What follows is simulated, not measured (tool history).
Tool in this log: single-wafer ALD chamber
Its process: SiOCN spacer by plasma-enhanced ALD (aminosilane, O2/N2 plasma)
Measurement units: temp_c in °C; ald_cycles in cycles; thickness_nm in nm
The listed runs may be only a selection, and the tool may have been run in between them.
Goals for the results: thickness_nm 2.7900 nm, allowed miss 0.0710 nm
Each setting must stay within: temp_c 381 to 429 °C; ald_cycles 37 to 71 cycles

run  hour  temp_c  ald_cycles  thickness_nm
  1   0.0     405          54        3.4631
  2   8.0     406          53        3.3886
  3  10.2     406          49        3.1350
  4  13.5     407          48        3.0574
     18.1  -- thermocouple changed; heater temperature recalibrated
  5  18.1     408          48        3.0320
  6  22.2     409          48        3.0215
  7  26.1     415          43        2.6491
  8  31.4     414          43        2.6522
  9  36.6     413          43        2.6531
 10  38.5     412          43        2.6820
 11  45.4     411          43        2.6818
 12  47.3     411          43        2.6866

5 candidate next runs follow, results not yet known. Just one meets every target within its allowed miss. Identify it.
  A  49.2     413          45             ?
  B  49.2     405          41             ?
  C  49.2     416          43             ?
  D  49.2     408          41             ?
  E  49.2     412          43             ?

move  thickness_nm
   A        2.7858
   B        2.6107
   C        2.6335
   D        2.5835
   E        2.6715
A: all results land within tolerance of their targets
B: the biggest miss grows against the last run
C: the biggest miss grows against the last run
D: the biggest miss grows against the last run
E: the biggest miss grows against the last run
So the answer is move A, the one that meets all the targets.
